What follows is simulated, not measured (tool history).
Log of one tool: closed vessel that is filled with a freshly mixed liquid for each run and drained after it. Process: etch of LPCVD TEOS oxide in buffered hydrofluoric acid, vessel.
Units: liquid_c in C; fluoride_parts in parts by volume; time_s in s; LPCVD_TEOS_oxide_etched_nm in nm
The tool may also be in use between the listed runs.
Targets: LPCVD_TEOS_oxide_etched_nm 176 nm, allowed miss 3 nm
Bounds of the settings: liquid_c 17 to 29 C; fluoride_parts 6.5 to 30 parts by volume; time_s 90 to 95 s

run	hour	liquid_c	fluoride_parts	time_s	LPCVD_TEOS_oxide_etched_nm
1	0	21	19.5	90	79.789
2	2.8	23.5	17	90	105.47
3	11.2	25.5	16	90	123.65
4	19.9	28.5	16	90	144.63
5	21.9	28.5	15	90	156.04
6	28.9	28.5	15	95	164.62
7	29.9	28.5	15	95	164.17
8	36.7	28.5	14.5	95	169.3
9	37.9	29	14	95	180.1

5 next moves are on the table. One of them brings every result within its allowed miss. Which?
A	39.1	29	15	95	?
B	39.1	29	13.5	90	?
C	39.1	28.5	14.5	95	?
D	39.1	27	12.5	95	?
E	39.1	28.5	14	90	?

move	LPCVD_TEOS_oxide_etched_nm
A	168.16
B	176.61
C	169.29
D	180.7
E	165.98
A: takes the result that was furthest off past its target
B: meets every target
C: takes the result that was furthest off past its target
D: further off than the last run
E: takes the result that was furthest off past its target
Move B is the one to make.
